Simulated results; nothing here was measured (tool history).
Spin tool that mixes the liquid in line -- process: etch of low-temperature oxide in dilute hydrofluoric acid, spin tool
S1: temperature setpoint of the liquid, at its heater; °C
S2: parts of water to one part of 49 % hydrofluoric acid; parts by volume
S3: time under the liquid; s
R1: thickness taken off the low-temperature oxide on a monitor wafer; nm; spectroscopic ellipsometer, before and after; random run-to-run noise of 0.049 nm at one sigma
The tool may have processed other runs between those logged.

run,hour,S1,S2,S3,R1
1,0,22,255,270,14.369
2,6.7,24.5,255,270,15.74
3,14.6,24.5,255,290,17.009
4,19.6,24.5,255,270,16.005
5,27.9,24.5,205,270,20.518
6,31.7,26,205,270,21.839
7,39.9,22,310,270,11.287
8,41.4,21.5,315,270,10.804
9,49.5,21,320,270,10.414

What does the tool deliver on the next run?
10,54.4,20.5,325,270,?

{"run 10": {"R1": 10.003}}
